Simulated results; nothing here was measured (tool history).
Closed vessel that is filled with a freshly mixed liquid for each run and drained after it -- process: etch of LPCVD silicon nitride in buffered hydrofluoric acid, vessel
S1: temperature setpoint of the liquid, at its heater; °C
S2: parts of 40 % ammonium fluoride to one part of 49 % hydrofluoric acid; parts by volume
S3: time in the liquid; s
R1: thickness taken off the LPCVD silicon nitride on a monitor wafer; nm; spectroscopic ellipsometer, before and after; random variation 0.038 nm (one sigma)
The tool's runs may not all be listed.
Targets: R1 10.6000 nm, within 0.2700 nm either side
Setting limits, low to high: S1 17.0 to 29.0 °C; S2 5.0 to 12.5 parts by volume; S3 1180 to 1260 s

run  hour    S1    S2    S3       R1
  1   0.0  21.0   7.5  1180  21.8360
  2   3.9  23.5   7.5  1180  24.8660
  3   5.4  22.0   7.5  1180  22.9340
  4   7.0  22.0   9.5  1180  18.2260
  5   9.6  22.0   9.5  1180  18.2120
  6  11.5  22.0   9.5  1260  19.4550
  7  14.1  21.0  10.0  1260  17.7630
  8  15.9  20.0  10.5  1260  16.1460
  9  22.3  19.5  11.0  1250  14.8090
 10  25.9  19.0  11.5  1240  13.7020
 11  33.5  18.5  11.5  1230  13.2290
 12  36.2  18.0  11.5  1220  12.7840
 13  42.9  18.0  11.5  1215  12.6260
 14  46.4  18.0  11.5  1210  12.6730
     47.0  -- thermometer replaced
 15  47.0  17.0  12.5  1210   9.8299
 16  51.6  17.5  12.5  1210  10.1530

Consider the 4 candidate settings below. Which is the only one whose results all fall within their allowed miss of target?
  A  56.2  17.0  12.5  1210   ?
  B  56.2  17.0  12.5  1205   ?
  C  56.2  17.0  12.5  1195   ?
  D  56.2  17.5  12.5  1255   ?

move       R1
   A   9.8877
   B   9.8468
   C   9.7651
   D  10.5520
A: moves away from the targets compared with the last run
B: moves away from the targets compared with the last run
C: moves away from the targets compared with the last run
D: hits every target within its allowed miss
The right move is D.
